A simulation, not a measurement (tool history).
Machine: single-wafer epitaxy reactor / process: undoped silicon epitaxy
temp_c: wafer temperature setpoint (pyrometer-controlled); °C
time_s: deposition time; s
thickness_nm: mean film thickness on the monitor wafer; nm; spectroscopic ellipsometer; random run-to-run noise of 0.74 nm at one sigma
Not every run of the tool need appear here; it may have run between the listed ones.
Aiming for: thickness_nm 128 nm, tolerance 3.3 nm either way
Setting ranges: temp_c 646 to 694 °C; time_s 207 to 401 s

run,day,temp_c,time_s,thickness_nm
1,0,670,304,93.922
2,0.338,675,304,103.5
3,0.446,675,285,96.307
4,0.671,675,252,85.742
5,0.979,667,252,73.778
6,1.058,658,252,62.81
7,1.4,670,259,80.692
8,1.567,678,262,94.599
9,1.904,683,263,103.01
10,2.138,687,265,112.69
11,2.492,689,265,115.65
12,2.654,691,266,121.68
13,3.025,692,266,121.83

Next run, 4 choices. One meets every target within its allowed miss, the rest don't. Which?
A,3.396,693,261,?
B,3.396,689,261,?
C,3.396,690,270,?
D,3.396,694,270,?

move,thickness_nm
A,122.91
B,114.53
C,120.59
D,129.41
A: nearer than the last run, and not there yet
B: misses by more than the last run did
C: misses by more than the last run did
D: each result inside its tolerance
The move that meets every target is D.
